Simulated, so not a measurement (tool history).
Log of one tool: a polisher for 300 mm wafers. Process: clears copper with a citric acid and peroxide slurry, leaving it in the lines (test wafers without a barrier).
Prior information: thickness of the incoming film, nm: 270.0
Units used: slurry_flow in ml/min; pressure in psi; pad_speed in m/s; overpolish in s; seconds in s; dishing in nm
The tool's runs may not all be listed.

run	hour	slurry_flow	pressure	pad_speed	slurry_solids	overpolish	seconds	dishing
1	0	150	2.9	1.2	1	9	116.68	9.2497
2	1.5	150	2.8	1.22	1	8	118.29	8.4542
3	9.2	145	2.5	1.32	0.9	7	131.25	7.2298
4	11.1	135	2.4	1.42	0.85	6	131.61	6.4437
5	16.2	125	2.3	1.5	0.8	5	138.61	5.4728
6	23.7	120	2.3	1.56	0.75	5	139.52	5.5288
7	25.7	115	2.3	1.62	0.7	5	138.83	5.5065
8	30.7	110	2.2	1.66	0.75	5	139.26	5.4502
9	33.1	105	2.2	1.7	0.7	5	143.35	5.2647
10	38.7	90	2.4	1.88	0.5	3	151.39	3.3395

Run 11 comes next. What will it give?
11	42.5	100	2.4	1.88	0.5	3	?	?

{"run 11": {"seconds": 144.54, "dishing": 3.4693}}
